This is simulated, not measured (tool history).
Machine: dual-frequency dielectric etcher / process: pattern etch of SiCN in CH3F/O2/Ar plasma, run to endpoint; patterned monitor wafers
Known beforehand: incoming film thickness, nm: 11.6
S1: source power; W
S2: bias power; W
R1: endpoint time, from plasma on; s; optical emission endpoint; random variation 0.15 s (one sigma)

run,day,S1,S2,R1
1,0,530,86,26.115
2,0.208,600,86,24.654
3,0.542,620,87,24.416
4,0.888,620,73,25.935
5,1.154,550,73,26.886
6,1.354,600,79,25.647
7,1.429,630,83,24.984

For run 8, what comes out?
# day 1.746: source power generator calibrated
8,1.746,650,88,?

{"run 8": {"R1": 24.122}}
